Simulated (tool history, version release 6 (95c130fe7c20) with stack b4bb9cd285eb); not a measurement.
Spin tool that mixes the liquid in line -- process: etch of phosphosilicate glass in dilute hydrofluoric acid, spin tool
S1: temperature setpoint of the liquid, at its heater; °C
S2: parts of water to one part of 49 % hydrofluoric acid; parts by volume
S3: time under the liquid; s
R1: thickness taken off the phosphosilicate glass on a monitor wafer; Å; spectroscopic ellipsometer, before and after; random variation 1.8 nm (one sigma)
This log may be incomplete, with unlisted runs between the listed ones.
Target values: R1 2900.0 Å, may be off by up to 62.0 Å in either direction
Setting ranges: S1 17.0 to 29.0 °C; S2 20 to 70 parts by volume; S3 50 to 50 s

| run | day | S1 | S2 | S3 | R1 |
|---|---|---|---|---|---|
| 1 | 0.000 | 21.0 | 40 | 50 | 1187.3 |
| 2 | 0.158 | 23.0 | 35 | 50 | 1491.9 |
| 3 | 0.392 | 23.0 | 20 | 50 | 2662.3 |
| 4 | 0.704 | 23.0 | 25 | 50 | 2128.9 |
| 5 | 0.854 | 23.0 | 25 | 50 | 2109.8 |
| 6 | 1.138 | 21.5 | 25 | 50 | 1980.0 |
| 7 | 1.279 | 23.5 | 25 | 50 | 2166.5 |
| 8 | 1.438 | 25.0 | 25 | 50 | 2303.2 |
| 9 | 1.512 | 26.0 | 25 | 50 | 2415.2 |
| 10 | 1.604 | 26.0 | 25 | 50 | 2397.3 |
| 11 | 1.850 | 26.5 | 25 | 50 | 2456.3 |
| 12 | 1.979 | 27.0 | 25 | 50 | 2524.5 |
| 13 | 2.112 | 27.5 | 25 | 50 | 2548.2 |
| 14 | 2.379 | 28.0 | 25 | 50 | 2598.5 |
| 15 | 2.454 | 28.5 | 25 | 50 | 2640.2 |
| 16 | 2.496 | 29.0 | 25 | 50 | 2714.8 |
| 17 | 2.558 | 28.5 | 25 | 50 | 2645.3 |
| 18 | 2.700 | 29.0 | 25 | 50 | 2709.4 |
| 19 | 2.833 | 28.5 | 25 | 50 | 2652.6 |
| 20 | 3.054 | 29.0 | 25 | 50 | 2717.1 |
| 21 | 3.346 | 28.5 | 25 | 50 | 2632.2 |
| 22 | 3.575 | 29.0 | 25 | 50 | 2700.2 |
| 23 | 3.933 | 28.5 | 25 | 50 | 2652.4 |
| 24 | 4.029 | 29.0 | 25 | 50 | 2689.6 |
| 25 | 4.121 | 29.0 | 20 | 50 | 3392.8 |
| 26 | 4.321 | 28.0 | 20 | 50 | 3276.1 |
| 27 | 4.508 | 27.0 | 20 | 50 | 3112.8 |
| 28 | 4.712 | 26.5 | 20 | 50 | 3100.5 |

Which single option among these 4 for the next run brings every result within its allowed miss of target? Just one does.
| A | 4.917 | 28.0 | 20 | 50 | ? |
| B | 4.917 | 29.0 | 20 | 50 | ? |
| C | 4.917 | 25.0 | 20 | 50 | ? |
| D | 4.917 | 28.5 | 20 | 50 | ? |

| move | R1 |
|---|---|
| A | 3268.4 |
| B | 3404.9 |
| C | 2885.9 |
| D | 3336.0 |
A: the biggest miss grows against the last run
B: the biggest miss grows against the last run
C: meets every target
D: the biggest miss grows against the last run
The right move is C.

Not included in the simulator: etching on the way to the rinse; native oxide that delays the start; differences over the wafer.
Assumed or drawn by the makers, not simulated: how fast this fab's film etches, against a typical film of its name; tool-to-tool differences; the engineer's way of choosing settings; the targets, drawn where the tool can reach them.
